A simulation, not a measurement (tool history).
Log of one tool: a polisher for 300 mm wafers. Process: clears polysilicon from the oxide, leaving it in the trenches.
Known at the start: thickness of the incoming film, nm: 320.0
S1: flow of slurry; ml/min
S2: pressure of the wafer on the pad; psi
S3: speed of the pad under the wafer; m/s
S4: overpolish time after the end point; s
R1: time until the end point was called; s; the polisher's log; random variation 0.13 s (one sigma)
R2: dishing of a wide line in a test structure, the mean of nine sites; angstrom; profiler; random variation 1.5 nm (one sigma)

{"run": 1, "hour": 0.0, "S1": 175, "S2": 3.4, "S3": 1.12, "S4": 16, "R1": 16.214, "R2": 716.68}
{"run": 2, "hour": 2.3, "S1": 195, "S2": 3.4, "S3": 1.12, "S4": 16, "R1": 16.028, "R2": 705.52}
{"run": 3, "hour": 6.6, "S1": 195, "S2": 3, "S3": 1.12, "S4": 16, "R1": 18.485, "R2": 694.61}
{"run": 4, "hour": 10.0, "S1": 195, "S2": 3.6, "S3": 1.12, "S4": 16, "R1": 15.264, "R2": 710.8}
{"run": 5, "hour": 18.4, "S1": 225, "S2": 3.6, "S3": 1.12, "S4": 16, "R1": 14.965, "R2": 702.63}
{"run": 6, "hour": 26.7, "S1": 230, "S2": 3.9, "S3": 1.12, "S4": 15, "R1": 13.596, "R2": 712.71}
{"run": 7, "hour": 31.8, "S1": 235, "S2": 4.1, "S3": 1.12, "S4": 13, "R1": 13.285, "R2": 678.87}

Run 8 comes next. What will it give?
{"run": 8, "hour": 34.0, "S1": 235, "S2": 4.3, "S3": 1.14, "S4": 13, "R1": "?", "R2": "?"}

{"run 8": {"R1": 12.291, "R2": 696.53}}
